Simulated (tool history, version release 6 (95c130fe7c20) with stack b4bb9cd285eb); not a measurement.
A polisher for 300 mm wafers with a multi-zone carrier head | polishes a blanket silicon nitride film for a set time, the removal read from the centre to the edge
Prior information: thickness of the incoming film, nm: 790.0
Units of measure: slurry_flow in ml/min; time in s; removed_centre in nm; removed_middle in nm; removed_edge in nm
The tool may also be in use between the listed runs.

run	hour	slurry_flow	centre_zone	middle_zone	edge_zone	time	removed_centre	removed_middle	removed_edge
1	0	285	1	1	1	57	156.88	156.29	159.04
2	8.5	285	1	1	1.04	57	157.94	159.95	160.16
3	12.1	235	1	1	1.04	57	153.48	158.79	160.78
4	13.3	235	1	0.93	1.04	57	153.01	140.58	159.81
5	13.8	225	1.01	0.94	1.06	60	162.51	153.52	163.99
6	15.2	235	0.99	0.94	1.07	64	168.64	161.85	180.78
7	18.8	240	1	0.95	1.08	66	176.26	167.08	188.31
8	20.1	250	1.01	0.97	1.1	68	185.14	179.89	195.82
9	27.9	255	1.01	0.98	1.11	69	190.8	188.79	198.3
10	31.5	260	1.01	0.98	1.12	70	192.72	186.04	204.87
11	40.2	270	1.01	1	1.13	71	194.54	198.89	203.99
12	47.6	270	1.01	1	1.13	72	200.3	201.03	208.25
13	52	270	1.01	1	1.13	73	201.76	197.04	215.13

Estimate the outcome of run 14 from the log above:
14	58.2	275	1.01	1.01	1.14	74	?	?	?

{"run 14": {"removed_centre": 206.84, "removed_middle": 207.02, "removed_edge": 217.44}}

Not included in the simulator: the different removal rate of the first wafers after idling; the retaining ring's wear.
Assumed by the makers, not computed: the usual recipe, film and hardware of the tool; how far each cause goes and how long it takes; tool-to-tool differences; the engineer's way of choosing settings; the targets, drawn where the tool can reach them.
